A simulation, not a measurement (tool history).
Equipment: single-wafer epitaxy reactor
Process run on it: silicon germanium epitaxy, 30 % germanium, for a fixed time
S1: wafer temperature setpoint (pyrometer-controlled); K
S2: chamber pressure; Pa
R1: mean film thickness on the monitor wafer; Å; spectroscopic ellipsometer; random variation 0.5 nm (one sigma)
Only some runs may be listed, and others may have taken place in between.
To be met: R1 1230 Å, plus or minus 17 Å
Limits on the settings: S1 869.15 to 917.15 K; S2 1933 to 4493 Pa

{"run": 1, "hour": 0.0, "S1": 893.15, "S2": 3213, "R1": 947.42}
{"run": 2, "hour": 8.6, "S1": 893.15, "S2": 2933, "R1": 907.15}
{"run": 3, "hour": 16.9, "S1": 893.15, "S2": 2493, "R1": 839.38}
{"run": 4, "hour": 23.2, "S1": 900.15, "S2": 2506, "R1": 940.05}
{"run": 5, "hour": 27.9, "S1": 889.15, "S2": 2506, "R1": 794.86}
{"run": 6, "hour": 36.8, "S1": 889.15, "S2": 2986, "R1": 863.87}
{"run": 7, "hour": 45.1, "S1": 901.15, "S2": 3013, "R1": 1043}
{"run": 8, "hour": 50.8, "S1": 904.15, "S2": 3013, "R1": 1087.8}
{"run": 9, "hour": 57.1, "S1": 906.15, "S2": 3013, "R1": 1119.6}
{"run": 10, "hour": 62.0, "S1": 908.15, "S2": 3013, "R1": 1148.4}
{"run": 11, "hour": 69.3, "S1": 909.15, "S2": 3013, "R1": 1167.9}
{"hour": 78.2, "done": "pyrometer calibrated"}
{"run": 12, "hour": 78.2, "S1": 910.15, "S2": 3013, "R1": 1121.5}
{"run": 13, "hour": 80.4, "S1": 912.15, "S2": 3053, "R1": 1149.7}
{"run": 14, "hour": 87.9, "S1": 914.15, "S2": 3093, "R1": 1207.3}

Consider the 4 candidate settings below. Which is the only one whose results all fall within their allowed miss of target?
{"run": "A", "hour": 95.4, "S1": 917.15, "S2": 3080, "R1": "?"}
{"run": "B", "hour": 95.4, "S1": 912.15, "S2": 3506, "R1": "?"}
{"run": "C", "hour": 95.4, "S1": 913.15, "S2": 3026, "R1": "?"}
{"run": "D", "hour": 95.4, "S1": 917.15, "S2": 2746, "R1": "?"}

move=A R1=1252.4
move=B R1=1234.5
move=C R1=1171.3
move=D R1=1187.4
A: moves the result that the last run missed by most past its target, out the other side
B: every result within its allowed miss
C: its largest miss is bigger than the last run's
D: its largest miss is bigger than the last run's
Answer: B
